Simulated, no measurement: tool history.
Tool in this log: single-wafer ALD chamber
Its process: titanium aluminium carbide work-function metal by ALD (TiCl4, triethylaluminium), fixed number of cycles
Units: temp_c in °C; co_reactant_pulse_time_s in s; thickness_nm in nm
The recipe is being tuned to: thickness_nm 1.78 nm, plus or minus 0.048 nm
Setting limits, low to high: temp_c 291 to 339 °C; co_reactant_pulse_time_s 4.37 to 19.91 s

Run 1, hour 0: temp_c 315 °C, co_reactant_pulse_time_s 12.14 s. Result: thickness_nm 2.3791 nm.
Run 2, hour 8.8: temp_c 315 °C, co_reactant_pulse_time_s 14.76 s. Result: thickness_nm 2.4274 nm.
Run 3, hour 13.7: temp_c 315 °C, co_reactant_pulse_time_s 16.28 s. Result: thickness_nm 2.464 nm.
Run 4, hour 21.9: temp_c 325 °C, co_reactant_pulse_time_s 16.28 s. Result: thickness_nm 2.5557 nm.
Run 5, hour 28.1: temp_c 325 °C, co_reactant_pulse_time_s 13.45 s. Result: thickness_nm 2.5164 nm.
Run 6, hour 29.8: temp_c 313 °C, co_reactant_pulse_time_s 10.33 s. Result: thickness_nm 2.3497 nm.
Run 7, hour 35.1: temp_c 305 °C, co_reactant_pulse_time_s 8.28 s. Result: thickness_nm 2.1268 nm.
Run 8, hour 42.1: temp_c 300 °C, co_reactant_pulse_time_s 6.94 s. Result: thickness_nm 1.9121 nm.
Run 9, hour 44.7: temp_c 298 °C, co_reactant_pulse_time_s 6.8 s. Result: thickness_nm 1.8673 nm.
Run 10, hour 49.1: temp_c 297 °C, co_reactant_pulse_time_s 6.71 s. Result: thickness_nm 1.873 nm.
Run 11, hour 54.4: temp_c 291 °C, co_reactant_pulse_time_s 4.37 s. Result: thickness_nm 0.99457 nm.
Run 12, hour 59.1: temp_c 299 °C, co_reactant_pulse_time_s 4.41 s. Result: thickness_nm 1.0339 nm.
Run 13, hour 68: temp_c 311 °C, co_reactant_pulse_time_s 8.29 s. Result: thickness_nm 2.1864 nm.
Run 14, hour 75.2: temp_c 307 °C, co_reactant_pulse_time_s 8.13 s. Result: thickness_nm 2.1276 nm.
Run 15, hour 81: temp_c 303 °C, co_reactant_pulse_time_s 8.02 s. Result: thickness_nm 2.0857 nm.
Run 16, hour 89.4: temp_c 303 °C, co_reactant_pulse_time_s 7.43 s. Result: thickness_nm 2.0428 nm.

Exercise: of the 5 proposed moves below, exactly one satisfies all targets within the stated allowed misses. Which move is it?
Run A, hour 97.8: temp_c 294 °C, co_reactant_pulse_time_s 6.37 s. Result: thickness_nm ?.
Run B, hour 97.8: temp_c 297 °C, co_reactant_pulse_time_s 6.96 s. Result: thickness_nm ?.
Run C, hour 97.8: temp_c 291 °C, co_reactant_pulse_time_s 7.38 s. Result: thickness_nm ?.
Run D, hour 97.8: temp_c 300 °C, co_reactant_pulse_time_s 6.57 s. Result: thickness_nm ?.
Run E, hour 97.8: temp_c 300 °C, co_reactant_pulse_time_s 9.76 s. Result: thickness_nm ?.

move  thickness_nm
   A        1.7666
   B        1.9081
   C        1.9309
   D         1.853
   E         2.213
A: every result within its allowed miss
B: nearer the targets than the last run, but a result is still out of spec
C: nearer the targets than the last run, but a result is still out of spec
D: nearer the targets than the last run, but a result is still out of spec
E: its largest miss is bigger than the last run's
A meets every target.
